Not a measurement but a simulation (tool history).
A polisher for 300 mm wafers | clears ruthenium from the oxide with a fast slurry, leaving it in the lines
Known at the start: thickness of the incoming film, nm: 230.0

run,hour,flow of slurry (ml/min),pressure of the wafer on the pad (kPa),speed of the pad under the wafer (m/s),abrasive content of the slurry,overpolish time after the end point (s),time until the end point was called (s),dishing of a wide line in a test structure (nm)
1,0,145,22.1,1.14,1,15,44.802,61.118
2,4.1,145,22.1,1.28,1,15,39.502,67.585
3,4.8,145,22.1,1.14,1,15,43.033,60.69
4,8.9,145,22.1,1.14,1,19,43.483,74.723
5,9.5,145,22.1,1.14,1.2,19,41.607,78.556
6,17.4,140,20,1.04,1.2,19,49.548,67.495

Run 7 comes next. What will it give?
7,22.2,120,13.8,0.72,1.05,18,?,?

time until the end point was called (s): 109.83
dishing of a wide line in a test structure (nm): 33.855
